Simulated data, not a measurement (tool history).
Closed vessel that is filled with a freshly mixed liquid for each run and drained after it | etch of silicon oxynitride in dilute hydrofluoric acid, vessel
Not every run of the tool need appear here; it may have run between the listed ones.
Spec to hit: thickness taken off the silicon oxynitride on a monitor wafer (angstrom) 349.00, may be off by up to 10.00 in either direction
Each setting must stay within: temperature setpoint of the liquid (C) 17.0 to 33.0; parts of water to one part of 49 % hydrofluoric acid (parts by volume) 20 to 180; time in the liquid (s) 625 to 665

run  hour  temperature setpoint of the liquid (C)  parts of water to one part of 49 % hydrofluoric acid (parts by volume)  time in the liquid (s)  thickness taken off the silicon oxynitride on a monitor wafer (angstrom)
  1   0.0                                    25.0                                                                     100                     625                                                                    235.19
  2   1.7                                    25.0                                                                     100                     665                                                                    252.26
  3  11.0                                    27.0                                                                     100                     665                                                                    278.19
  4  12.4                                    28.5                                                                     100                     665                                                                    298.40
  5  17.2                                    26.0                                                                     100                     665                                                                    263.78
  6  23.0                                    29.0                                                                     100                     665                                                                    308.22
  7  24.9                                    30.0                                                                     100                     665                                                                    319.58
  8  27.5                                    30.5                                                                     100                     665                                                                    327.20
  9  28.7                                    31.0                                                                     100                     665                                                                    334.66

Consider the 5 candidate settings below. Which is the only one whose results all fall within their allowed miss of target?
  A  29.9                                    31.5                                                                      85                     625                                                                         ?
  B  29.9                                    31.5                                                                      90                     645                                                                         ?
  C  29.9                                    29.5                                                                      85                     665                                                                         ?
  D  29.9                                    32.5                                                                     105                     640                                                                         ?
  E  29.9                                    32.0                                                                     100                     660                                                                         ?

move  thickness taken off the silicon oxynitride on a monitor wafer (angstrom)
   A                                                                    382.61
   B                                                                    370.90
   C                                                                    371.96
   D                                                                    324.34
   E                                                                    345.46
A: takes the result that was furthest off past its target
B: takes the result that was furthest off past its target
C: takes the result that was furthest off past its target
D: moves away from the targets compared with the last run
E: every result lands within tolerance
E meets every target.
